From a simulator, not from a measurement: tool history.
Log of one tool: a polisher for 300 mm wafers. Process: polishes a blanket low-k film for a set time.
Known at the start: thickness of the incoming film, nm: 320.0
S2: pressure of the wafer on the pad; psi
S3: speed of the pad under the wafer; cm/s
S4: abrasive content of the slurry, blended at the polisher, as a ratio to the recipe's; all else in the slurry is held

{"run": 1, "hour": 0.0, "flow of slurry (ml/min)": 220, "S2": 1.9, "S3": 76, "S4": 1, "polishing time (s)": 43, "film removed (Å)": 121.82}
{"run": 2, "hour": 5.5, "flow of slurry (ml/min)": 220, "S2": 1.7, "S3": 70, "S4": 1, "polishing time (s)": 43, "film removed (Å)": 99.903}
{"run": 3, "hour": 6.3, "flow of slurry (ml/min)": 220, "S2": 1.5, "S3": 66, "S4": 1, "polishing time (s)": 43, "film removed (Å)": 85.726}
{"run": 4, "hour": 8.9, "flow of slurry (ml/min)": 220, "S2": 1.5, "S3": 66, "S4": 1, "polishing time (s)": 43, "film removed (Å)": 85.013}
{"run": 5, "hour": 11.0, "flow of slurry (ml/min)": 220, "S2": 1.5, "S3": 76, "S4": 1, "polishing time (s)": 43, "film removed (Å)": 95.314}
{"run": 6, "hour": 12.5, "flow of slurry (ml/min)": 220, "S2": 1.4, "S3": 70, "S4": 1, "polishing time (s)": 43, "film removed (Å)": 83.336}
{"run": 7, "hour": 21.5, "flow of slurry (ml/min)": 220, "S2": 1.3, "S3": 66, "S4": 1, "polishing time (s)": 43, "film removed (Å)": 74.392}
{"run": 8, "hour": 26.4, "flow of slurry (ml/min)": 220, "S2": 1.3, "S3": 66, "S4": 1, "polishing time (s)": 43, "film removed (Å)": 74.73}
{"run": 9, "hour": 30.8, "flow of slurry (ml/min)": 220, "S2": 1.2, "S3": 62, "S4": 1, "polishing time (s)": 43, "film removed (Å)": 66.157}
{"run": 10, "hour": 33.1, "flow of slurry (ml/min)": 215, "S2": 0.9, "S3": 48, "S4": 1, "polishing time (s)": 43, "film removed (Å)": 41.301}

Expected results for the next run?
{"run": 11, "hour": 36.6, "flow of slurry (ml/min)": 220, "S2": 0.9, "S3": 48, "S4": 1, "polishing time (s)": 43, "film removed (Å)": "?"}

Run 11 gave film removed (Å) 41.533.
